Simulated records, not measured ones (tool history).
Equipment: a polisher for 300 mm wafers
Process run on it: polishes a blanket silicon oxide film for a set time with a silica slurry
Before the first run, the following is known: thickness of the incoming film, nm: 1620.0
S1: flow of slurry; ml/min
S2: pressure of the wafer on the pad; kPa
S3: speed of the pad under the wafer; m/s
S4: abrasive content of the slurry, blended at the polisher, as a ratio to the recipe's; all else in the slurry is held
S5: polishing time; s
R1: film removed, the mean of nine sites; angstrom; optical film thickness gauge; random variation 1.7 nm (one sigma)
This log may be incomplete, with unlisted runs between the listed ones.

run  hour   S1    S2    S3    S4  S5      R1
  1   0.0  290  31.0  1.42  1.00  47  1692.8
  2   1.2  290  32.4  1.42  1.00  47  1785.1
  3   2.5  290  36.5  1.42  1.00  47  1996.1
  4   8.5  290  37.2  1.42  1.00  47  2020.7
  5  15.2  290  37.2  1.42  0.85  47  1838.1
  6  20.3  290  37.2  1.76  0.85  47  2075.5
  7  22.8  290  37.9  1.76  0.85  47  2083.1

Forecast run 8:
  8  26.5  290  37.9  1.76  0.85  47   ?

Run 8 gave R1 2139.8 angstrom.

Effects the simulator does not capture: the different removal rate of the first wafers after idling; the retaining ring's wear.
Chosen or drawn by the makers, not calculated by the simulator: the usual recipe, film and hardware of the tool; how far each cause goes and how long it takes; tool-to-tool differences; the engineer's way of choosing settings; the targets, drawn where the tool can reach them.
